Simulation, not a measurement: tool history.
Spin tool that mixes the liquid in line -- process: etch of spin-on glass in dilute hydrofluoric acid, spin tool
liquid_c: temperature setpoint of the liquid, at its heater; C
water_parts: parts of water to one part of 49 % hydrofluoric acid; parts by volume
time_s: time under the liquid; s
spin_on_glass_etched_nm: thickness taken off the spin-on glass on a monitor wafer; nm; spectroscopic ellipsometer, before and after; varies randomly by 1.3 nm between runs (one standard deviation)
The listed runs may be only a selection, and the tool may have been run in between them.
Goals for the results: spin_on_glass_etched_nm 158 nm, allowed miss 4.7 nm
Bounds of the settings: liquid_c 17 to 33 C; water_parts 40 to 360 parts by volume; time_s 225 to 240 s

run    day  liquid_c  water_parts  time_s  spin_on_glass_etched_nm
  1      0        25          200     225                   44.169
  2  0.142      26.5          170     225                    56.31
  3  0.342      26.5          170     240                   60.562
  4   0.45      27.5          145     240                   74.316
  5  0.483      28.5          130     240                   88.372
  6  0.562      28.5          200     240                   52.896
  7  0.588        29          175     240                   63.562
  8  0.812        33           95     240                   151.77

5 next moves are on the table. One of them brings every result within its allowed miss. Which?
  A  1.038      32.5           90     225                        ?
  B  1.038        30           90     240                        ?
  C  1.038        32           85     230                        ?
  D  1.038        33           85     240                        ?
  E  1.038      29.5           85     235                        ?

move  spin_on_glass_etched_nm
   A                   148.97
   B                   144.71
   C                   159.48
   D                   172.71
   E                   148.27
A: misses by more than the last run did
B: misses by more than the last run did
C: in spec on every target
D: moves the result that the last run missed by most past its target, out the other side
E: misses by more than the last run did
Answer: C

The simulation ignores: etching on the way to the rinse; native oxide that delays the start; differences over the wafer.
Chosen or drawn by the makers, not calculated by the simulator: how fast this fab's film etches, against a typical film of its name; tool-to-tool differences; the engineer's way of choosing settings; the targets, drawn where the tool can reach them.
